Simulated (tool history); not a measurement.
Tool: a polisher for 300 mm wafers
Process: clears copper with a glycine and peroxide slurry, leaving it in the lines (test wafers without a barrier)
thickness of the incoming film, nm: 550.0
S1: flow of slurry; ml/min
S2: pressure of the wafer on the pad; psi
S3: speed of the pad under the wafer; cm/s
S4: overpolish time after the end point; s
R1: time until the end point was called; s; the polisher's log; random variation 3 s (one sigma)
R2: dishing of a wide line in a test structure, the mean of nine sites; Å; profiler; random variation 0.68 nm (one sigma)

run 1 hour=0.0 | S1=170 S2=2.1 S3=126 S4=17 | R1=109.94 R2=595.27
run 2 hour=6.5 | S1=165 S2=1.9 S3=124 S4=19 | R1=115.32 R2=602.91
run 3 hour=10.1 | S1=165 S2=1.6 S3=124 S4=19 | R1=131.41 R2=559.20
run 4 hour=11.9 | S1=165 S2=1.4 S3=124 S4=21 | R1=139.17 R2=562.23
run 5 hour=19.1 | S1=165 S2=1.6 S3=124 S4=21 | R1=129.58 R2=603.56
run 6 hour=24.7 | S1=180 S2=1.6 S3=124 S4=21 | R1=128.39 R2=615.51
run 7 hour=27.8 | S1=175 S2=1.4 S3=122 S4=22 | R1=142.57 R2=582.24
run 8 hour=28.3 | S1=175 S2=1.3 S3=122 S4=23 | R1=148.37 R2=589.67

Forecast run 9:
run 9 hour=34.0 | S1=175 S2=1.3 S3=122 S4=24 | R1=? R2=?

Run 9 gave R1 145.18 s, R2 614.08 Å.
